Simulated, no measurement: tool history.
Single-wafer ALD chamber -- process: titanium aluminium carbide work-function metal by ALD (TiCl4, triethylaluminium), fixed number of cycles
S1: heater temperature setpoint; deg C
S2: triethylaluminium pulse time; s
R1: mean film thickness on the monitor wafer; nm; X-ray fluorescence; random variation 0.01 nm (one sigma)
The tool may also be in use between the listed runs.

Run 1, hour 0.0: S1 315 deg C, S2 12.14 s. Result: R1 2.37910 nm.
Run 2, hour 8.8: S1 315 deg C, S2 14.76 s. Result: R1 2.42740 nm.
Run 3, hour 13.7: S1 315 deg C, S2 16.28 s. Result: R1 2.46400 nm.
Run 4, hour 21.9: S1 325 deg C, S2 16.28 s. Result: R1 2.55570 nm.
Run 5, hour 28.1: S1 325 deg C, S2 13.45 s. Result: R1 2.51640 nm.
Run 6, hour 29.8: S1 313 deg C, S2 10.33 s. Result: R1 2.34970 nm.
Run 7, hour 35.1: S1 305 deg C, S2 8.28 s. Result: R1 2.12680 nm.
Run 8, hour 42.1: S1 300 deg C, S2 6.94 s. Result: R1 1.91210 nm.
Run 9, hour 44.7: S1 298 deg C, S2 6.80 s. Result: R1 1.86730 nm.
Run 10, hour 49.1: S1 297 deg C, S2 6.71 s. Result: R1 1.87300 nm.
Run 11, hour 54.4: S1 291 deg C, S2 4.37 s. Result: R1 0.99457 nm.
Run 12, hour 59.1: S1 299 deg C, S2 4.41 s. Result: R1 1.03390 nm.
Run 13, hour 68.0: S1 311 deg C, S2 8.29 s. Result: R1 2.18640 nm.
Run 14, hour 75.2: S1 307 deg C, S2 8.13 s. Result: R1 2.12760 nm.
Run 15, hour 81.0: S1 303 deg C, S2 8.02 s. Result: R1 2.08570 nm.

What will run 16 give?
Run 16, hour 89.4: S1 303 deg C, S2 7.43 s. Result: R1 ?.

Run 16 produced R1 2.04280 nm.
